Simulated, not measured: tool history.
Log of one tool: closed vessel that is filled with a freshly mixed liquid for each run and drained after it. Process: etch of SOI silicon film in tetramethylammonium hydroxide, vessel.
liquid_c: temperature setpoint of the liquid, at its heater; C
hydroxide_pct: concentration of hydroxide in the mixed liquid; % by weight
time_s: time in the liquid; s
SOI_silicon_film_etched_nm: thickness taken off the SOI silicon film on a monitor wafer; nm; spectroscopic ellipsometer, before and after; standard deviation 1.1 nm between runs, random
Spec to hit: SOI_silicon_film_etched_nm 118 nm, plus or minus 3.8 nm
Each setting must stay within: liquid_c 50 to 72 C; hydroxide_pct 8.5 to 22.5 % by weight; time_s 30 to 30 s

{"run": 1, "hour": 0.0, "liquid_c": 59, "hydroxide_pct": 15.5, "time_s": 30, "SOI_silicon_film_etched_nm": 92.025}
{"run": 2, "hour": 1.5, "liquid_c": 59, "hydroxide_pct": 18, "time_s": 30, "SOI_silicon_film_etched_nm": 88.055}
{"run": 3, "hour": 9.4, "liquid_c": 59, "hydroxide_pct": 20, "time_s": 30, "SOI_silicon_film_etched_nm": 86.594}
{"run": 4, "hour": 12.4, "liquid_c": 60.5, "hydroxide_pct": 20, "time_s": 30, "SOI_silicon_film_etched_nm": 91.478}
{"run": 5, "hour": 14.6, "liquid_c": 62, "hydroxide_pct": 20, "time_s": 30, "SOI_silicon_film_etched_nm": 102.7}
{"run": 6, "hour": 20.7, "liquid_c": 62.5, "hydroxide_pct": 20, "time_s": 30, "SOI_silicon_film_etched_nm": 104.42}
{"run": 7, "hour": 22.2, "liquid_c": 63, "hydroxide_pct": 20, "time_s": 30, "SOI_silicon_film_etched_nm": 108.9}
{"run": 8, "hour": 29.5, "liquid_c": 63.5, "hydroxide_pct": 20, "time_s": 30, "SOI_silicon_film_etched_nm": 110.12}

Of the 4 settings listed for the next run, only one would bring every result within its allowed miss of target. Which one?
{"run": "A", "hour": 36.8, "liquid_c": 62.5, "hydroxide_pct": 20, "time_s": 30, "SOI_silicon_film_etched_nm": "?"}
{"run": "B", "hour": 36.8, "liquid_c": 63, "hydroxide_pct": 20, "time_s": 30, "SOI_silicon_film_etched_nm": "?"}
{"run": "C", "hour": 36.8, "liquid_c": 64, "hydroxide_pct": 21.5, "time_s": 30, "SOI_silicon_film_etched_nm": "?"}
{"run": "D", "hour": 36.8, "liquid_c": 64, "hydroxide_pct": 19.5, "time_s": 30, "SOI_silicon_film_etched_nm": "?"}

move=A SOI_silicon_film_etched_nm=106.07
move=B SOI_silicon_film_etched_nm=109.37
move=C SOI_silicon_film_etched_nm=112.14
move=D SOI_silicon_film_etched_nm=117.62
A: the biggest miss grows against the last run
B: the biggest miss grows against the last run
C: moves toward the targets from the last run without getting all of them in spec
D: each result inside its tolerance
D meets every target.
